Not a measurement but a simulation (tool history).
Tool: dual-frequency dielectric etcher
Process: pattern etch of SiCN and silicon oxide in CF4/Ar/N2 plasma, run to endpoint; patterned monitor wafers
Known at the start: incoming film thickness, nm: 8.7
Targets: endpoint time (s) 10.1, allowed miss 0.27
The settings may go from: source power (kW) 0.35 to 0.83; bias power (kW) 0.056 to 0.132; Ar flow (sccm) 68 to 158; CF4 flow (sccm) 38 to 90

run 1 day=0 | source_power_(kW)=0.59 bias_power_(kW)=0.094 Ar_flow_(sccm)=113 CF4_flow_(sccm)=64 | endpoint_time_(s)=7.6301
run 2 day=0.033 | source_power_(kW)=0.63 bias_power_(kW)=0.094 Ar_flow_(sccm)=113 CF4_flow_(sccm)=64 | endpoint_time_(s)=7.2723
run 3 day=0.388 | source_power_(kW)=0.57 bias_power_(kW)=0.093 Ar_flow_(sccm)=113 CF4_flow_(sccm)=64 | endpoint_time_(s)=7.9244
run 4 day=0.733 | source_power_(kW)=0.57 bias_power_(kW)=0.093 Ar_flow_(sccm)=113 CF4_flow_(sccm)=58 | endpoint_time_(s)=8.0277
run 5 day=0.904 | source_power_(kW)=0.53 bias_power_(kW)=0.092 Ar_flow_(sccm)=113 CF4_flow_(sccm)=58 | endpoint_time_(s)=8.6039
run 6 day=0.933 | source_power_(kW)=0.5 bias_power_(kW)=0.091 Ar_flow_(sccm)=113 CF4_flow_(sccm)=58 | endpoint_time_(s)=9.0599
run 7 day=1.212 | source_power_(kW)=0.48 bias_power_(kW)=0.091 Ar_flow_(sccm)=113 CF4_flow_(sccm)=58 | endpoint_time_(s)=9.5193
-- day=1.5 bias power generator calibrated
run 8 day=1.5 | source_power_(kW)=0.47 bias_power_(kW)=0.091 Ar_flow_(sccm)=113 CF4_flow_(sccm)=58 | endpoint_time_(s)=9.6117
run 9 day=1.533 | source_power_(kW)=0.46 bias_power_(kW)=0.091 Ar_flow_(sccm)=113 CF4_flow_(sccm)=58 | endpoint_time_(s)=9.64

4 next moves are on the table. One of them brings every result within its allowed miss. Which?
run A day=1.567 | source_power_(kW)=0.51 bias_power_(kW)=0.085 Ar_flow_(sccm)=110 CF4_flow_(sccm)=46 | endpoint_time_(s)=?
run B day=1.567 | source_power_(kW)=0.39 bias_power_(kW)=0.092 Ar_flow_(sccm)=113 CF4_flow_(sccm)=61 | endpoint_time_(s)=?
run C day=1.567 | source_power_(kW)=0.53 bias_power_(kW)=0.105 Ar_flow_(sccm)=152 CF4_flow_(sccm)=55 | endpoint_time_(s)=?
run D day=1.567 | source_power_(kW)=0.43 bias_power_(kW)=0.095 Ar_flow_(sccm)=115 CF4_flow_(sccm)=60 | endpoint_time_(s)=?

move=A endpoint_time_(s)=9.3786
move=B endpoint_time_(s)=11.169
move=C endpoint_time_(s)=8.6721
move=D endpoint_time_(s)=10.179
A: further off than the last run
B: takes the result that was furthest off past its target
C: further off than the last run
D: meets every target
Answer: D

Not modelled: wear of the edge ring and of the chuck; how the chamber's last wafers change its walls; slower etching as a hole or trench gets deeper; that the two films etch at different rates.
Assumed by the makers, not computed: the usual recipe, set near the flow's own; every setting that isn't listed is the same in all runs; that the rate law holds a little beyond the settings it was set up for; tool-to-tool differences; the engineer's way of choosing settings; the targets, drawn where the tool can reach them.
